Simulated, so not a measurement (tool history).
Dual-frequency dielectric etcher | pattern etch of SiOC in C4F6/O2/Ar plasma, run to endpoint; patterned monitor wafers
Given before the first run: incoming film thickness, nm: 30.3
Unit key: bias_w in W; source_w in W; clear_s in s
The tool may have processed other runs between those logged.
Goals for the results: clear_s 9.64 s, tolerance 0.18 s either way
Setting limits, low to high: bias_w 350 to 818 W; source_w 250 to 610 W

run 1 hour=0 | bias_w=584 source_w=430 | clear_s=8.0948
run 2 hour=7 | bias_w=536 source_w=420 | clear_s=8.5859
run 3 hour=12.7 | bias_w=508 source_w=420 | clear_s=8.6678
run 4 hour=15.5 | bias_w=477 source_w=420 | clear_s=8.9068
run 5 hour=24 | bias_w=561 source_w=420 | clear_s=8.3136
run 6 hour=28.4 | bias_w=523 source_w=420 | clear_s=8.6286
run 7 hour=33.5 | bias_w=494 source_w=420 | clear_s=8.8273
run 8 hour=40.1 | bias_w=472 source_w=420 | clear_s=8.9798
run 9 hour=41.8 | bias_w=454 source_w=420 | clear_s=9.1797

Exercise: of the 5 proposed moves below, exactly one satisfies all targets within the stated allowed misses. Which move is it?
run A hour=43.5 | bias_w=378 source_w=380 | clear_s=?
run B hour=43.5 | bias_w=383 source_w=370 | clear_s=?
run C hour=43.5 | bias_w=350 source_w=420 | clear_s=?
run D hour=43.5 | bias_w=423 source_w=440 | clear_s=?
run E hour=43.5 | bias_w=442 source_w=370 | clear_s=?

move=A clear_s=10.088
move=B clear_s=10.13
move=C clear_s=10.033
move=D clear_s=9.1634
move=E clear_s=9.5709
A: carries the result that was furthest off beyond its target, to the other side
B: carries the result that was furthest off beyond its target, to the other side
C: carries the result that was furthest off beyond its target, to the other side
D: just as far off the targets as the last run
E: each result inside its tolerance
So the answer is move E, the one that meets all the targets.

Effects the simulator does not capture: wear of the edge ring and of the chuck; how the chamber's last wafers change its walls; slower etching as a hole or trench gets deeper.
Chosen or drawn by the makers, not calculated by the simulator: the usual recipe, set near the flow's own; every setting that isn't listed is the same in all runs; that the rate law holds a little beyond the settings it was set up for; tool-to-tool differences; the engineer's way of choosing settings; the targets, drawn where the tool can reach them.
